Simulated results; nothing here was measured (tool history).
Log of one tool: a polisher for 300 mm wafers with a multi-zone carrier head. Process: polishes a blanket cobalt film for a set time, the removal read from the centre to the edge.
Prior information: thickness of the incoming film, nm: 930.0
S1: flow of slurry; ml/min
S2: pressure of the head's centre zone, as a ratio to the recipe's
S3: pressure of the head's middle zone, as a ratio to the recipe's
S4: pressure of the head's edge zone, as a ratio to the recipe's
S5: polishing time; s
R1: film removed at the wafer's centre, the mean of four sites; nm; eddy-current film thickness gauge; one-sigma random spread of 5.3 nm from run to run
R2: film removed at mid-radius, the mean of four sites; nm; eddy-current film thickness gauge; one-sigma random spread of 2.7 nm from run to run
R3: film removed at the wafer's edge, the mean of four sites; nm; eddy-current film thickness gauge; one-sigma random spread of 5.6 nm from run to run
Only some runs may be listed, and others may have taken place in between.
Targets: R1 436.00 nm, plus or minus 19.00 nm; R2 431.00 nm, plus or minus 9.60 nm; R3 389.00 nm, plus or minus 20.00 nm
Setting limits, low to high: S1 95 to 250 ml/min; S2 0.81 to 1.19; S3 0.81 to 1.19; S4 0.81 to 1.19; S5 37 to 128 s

run	hour	S1	S2	S3	S4	S5	R1	R2	R3
1	0.0	160	1.00	1.00	1.00	82	320.12	317.17	323.31
2	1.9	160	1.07	1.00	1.00	82	338.65	315.79	321.64
3	3.3	160	1.07	0.93	1.00	82	339.65	297.50	326.17
4	11.9	195	1.07	0.93	1.00	82	361.42	308.06	328.48
5	20.1	200	1.07	0.96	1.01	83	364.90	320.82	345.94
6	26.9	180	1.07	0.96	1.01	83	360.15	317.30	329.16
7	33.4	225	1.15	1.06	1.04	91	440.73	390.24	378.15
8	35.7	225	1.15	1.07	1.04	91	428.17	394.02	369.97

Exactly one of the 5 candidate moves below puts every result within its allowed miss. Which one?
A	38.0	235	1.13	1.16	1.06	93	?	?	?
B	38.0	205	1.12	0.95	1.13	95	?	?	?
C	38.0	250	1.19	1.04	1.01	81	?	?	?
D	38.0	225	1.06	1.06	1.04	96	?	?	?
E	38.0	245	1.09	0.98	1.07	95	?	?	?

move	R1	R2	R3
A	443.09	428.83	386.55
B	438.76	365.50	403.23
C	409.65	344.03	331.18
D	425.89	408.92	394.11
E	438.47	383.84	399.18
A: in spec on every target
B: misses by more than the last run did
C: misses by more than the last run did
D: an improvement on the last run, though not all results are within tolerance
E: misses by more than the last run did
Correct choice: A, which meets every target
